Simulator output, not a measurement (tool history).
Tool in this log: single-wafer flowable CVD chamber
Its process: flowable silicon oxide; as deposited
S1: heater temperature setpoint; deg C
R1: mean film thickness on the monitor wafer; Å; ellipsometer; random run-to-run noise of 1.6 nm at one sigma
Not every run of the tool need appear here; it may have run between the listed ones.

Run 1, hour 0.0: S1 95 deg C, chamber pressure (Pa) 115.2, RF power (kW) 2.475, deposition time (s) 790. Result: R1 8067.4 Å.
Run 2, hour 7.4: S1 95 deg C, chamber pressure (Pa) 115.2, RF power (kW) 2.475, deposition time (s) 755. Result: R1 7707.5 Å.
Run 3, hour 12.6: S1 98 deg C, chamber pressure (Pa) 115.2, RF power (kW) 2.475, deposition time (s) 755. Result: R1 6983.3 Å.
Run 4, hour 13.9: S1 100 deg C, chamber pressure (Pa) 115.2, RF power (kW) 2.475, deposition time (s) 755. Result: R1 6499.6 Å.
Run 5, hour 22.9: S1 100 deg C, chamber pressure (Pa) 124.3, RF power (kW) 2.475, deposition time (s) 755. Result: R1 7001.1 Å.
Run 6, hour 31.9: S1 102 deg C, chamber pressure (Pa) 124.3, RF power (kW) 2.475, deposition time (s) 755. Result: R1 6479.8 Å.
Run 7, hour 39.3: S1 111 deg C, chamber pressure (Pa) 124.1, RF power (kW) 2.475, deposition time (s) 755. Result: R1 4768.1 Å.

Run 8, settings as shown, results not yet in. Your forecast:
At hour 43.1: capacitance manometer re-zeroed and calibrated.
Run 8, hour 43.1: S1 110 deg C, chamber pressure (Pa) 124.1, RF power (kW) 2.475, deposition time (s) 755. Result: R1 ?.

{"run 8": {"R1": 4674.4}}

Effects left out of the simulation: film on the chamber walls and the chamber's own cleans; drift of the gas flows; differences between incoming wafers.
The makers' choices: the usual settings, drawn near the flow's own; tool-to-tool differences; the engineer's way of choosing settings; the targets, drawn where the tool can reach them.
